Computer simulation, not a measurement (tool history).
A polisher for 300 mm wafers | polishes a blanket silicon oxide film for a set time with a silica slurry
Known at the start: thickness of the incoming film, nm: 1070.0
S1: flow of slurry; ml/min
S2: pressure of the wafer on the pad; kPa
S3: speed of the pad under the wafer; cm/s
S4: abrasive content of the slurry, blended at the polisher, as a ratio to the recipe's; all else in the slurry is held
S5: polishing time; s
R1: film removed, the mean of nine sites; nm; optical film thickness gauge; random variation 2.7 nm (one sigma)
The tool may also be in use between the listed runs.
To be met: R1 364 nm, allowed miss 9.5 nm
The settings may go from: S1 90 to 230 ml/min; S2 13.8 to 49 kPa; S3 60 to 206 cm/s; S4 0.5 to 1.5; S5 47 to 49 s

run  hour   S1    S2   S3   S4  S5      R1
  1     0  150    31  132    1  47  222.78
  2   5.8  150    31  162    1  47  251.76
  3   9.3  150    31  162  1.1  47  265.46
  4  13.3  150  26.9  162  1.1  47  232.27
  5  22.1  150  22.1  162  1.1  47  190.45
  6  28.1  185  22.1  162  1.1  47  199.49
  7  32.1  190  26.9  162  1.1  47  241.75
  8  35.1  190  26.9  162  1.1  47  238.79
  9  38.6  195  30.3  162  1.1  47  267.32
 10  41.1  195  33.1  162  1.1  47   293.1
 11  46.3  195  35.2  162  1.1  47  316.39
 12  52.9  210  39.3  162  1.1  47  350.88

Which of these 4 next moves meets every target?
  A  59.5  185  37.9  170     1  49   ?
  B  59.5  170  33.8  190  1.45  47   ?
  C  59.5  200  37.2  178     1  48   ?
  D  59.5  230  43.4  150  1.15  47   ?

move      R1
   A   339.8
   B  363.88
   C  339.95
   D  381.77
A: further off than the last run
B: meets every target
C: further off than the last run
D: takes the result that was furthest off past its target
The right move is B.
